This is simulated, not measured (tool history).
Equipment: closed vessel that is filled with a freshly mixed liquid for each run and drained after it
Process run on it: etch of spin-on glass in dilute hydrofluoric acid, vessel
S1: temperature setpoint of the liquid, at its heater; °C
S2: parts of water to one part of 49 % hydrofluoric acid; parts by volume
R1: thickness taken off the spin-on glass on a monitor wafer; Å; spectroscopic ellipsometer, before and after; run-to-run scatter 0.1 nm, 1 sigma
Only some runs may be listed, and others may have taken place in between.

{"run": 1, "hour": 0.0, "S1": 24, "S2": 210, "time in the liquid (s)": 85, "R1": 115.1}
{"run": 2, "hour": 9.0, "S1": 24, "S2": 210, "time in the liquid (s)": 90, "R1": 119.98}
{"run": 3, "hour": 17.7, "S1": 25, "S2": 210, "time in the liquid (s)": 90, "R1": 125.49}
{"run": 4, "hour": 23.9, "S1": 26, "S2": 210, "time in the liquid (s)": 90, "R1": 131.4}
{"run": 5, "hour": 31.2, "S1": 26.5, "S2": 210, "time in the liquid (s)": 90, "R1": 134.12}
{"run": 6, "hour": 39.6, "S1": 27, "S2": 210, "time in the liquid (s)": 90, "R1": 135.04}

What does the tool deliver on the next run?
{"run": 7, "hour": 46.9, "S1": 27, "S2": 210, "time in the liquid (s)": 90, "R1": "?"}

{"run 7": {"R1": 135.63}}

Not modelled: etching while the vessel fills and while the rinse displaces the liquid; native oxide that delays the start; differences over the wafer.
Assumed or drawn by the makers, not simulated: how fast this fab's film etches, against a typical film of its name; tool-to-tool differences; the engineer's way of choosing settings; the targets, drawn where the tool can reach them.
